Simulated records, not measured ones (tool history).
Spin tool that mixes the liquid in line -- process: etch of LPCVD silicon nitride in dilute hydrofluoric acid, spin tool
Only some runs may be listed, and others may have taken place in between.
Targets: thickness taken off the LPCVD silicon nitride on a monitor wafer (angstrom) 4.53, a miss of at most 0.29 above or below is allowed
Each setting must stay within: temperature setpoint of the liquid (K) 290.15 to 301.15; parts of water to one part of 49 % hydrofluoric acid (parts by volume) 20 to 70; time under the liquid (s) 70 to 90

run	day	temperature setpoint of the liquid (K)	parts of water to one part of 49 % hydrofluoric acid (parts by volume)	time under the liquid (s)	thickness taken off the LPCVD silicon nitride on a monitor wafer (angstrom)
1	0	293.15	40	90	9.3906
2	0.221	296.15	40	90	11.514
3	0.333	294.15	40	90	10.233
4	0.362	294.15	40	70	7.7495
5	0.392	291.65	40	70	6.5761
6	0.758	291.15	45	70	5.8791
7	0.821	290.65	50	70	5.031
8	0.892	290.15	50	70	4.8416

Below are 5 possible settings for the next run. Only one of them brings all results inside the allowed miss of their targets. Which is it?
A	0.962	290.15	50	80	?
B	0.962	290.15	55	70	?
C	0.962	293.65	60	70	?
D	0.962	290.15	60	90	?
E	0.962	291.15	55	80	?

move	thickness taken off the LPCVD silicon nitride on a monitor wafer (angstrom)
A	5.4325
B	4.3345
C	5.09
D	5.1232
E	5.3168
A: its largest miss is bigger than the last run's
B: all results in spec
C: its largest miss is bigger than the last run's
D: its largest miss is bigger than the last run's
E: its largest miss is bigger than the last run's
Correct choice: B, which meets every target
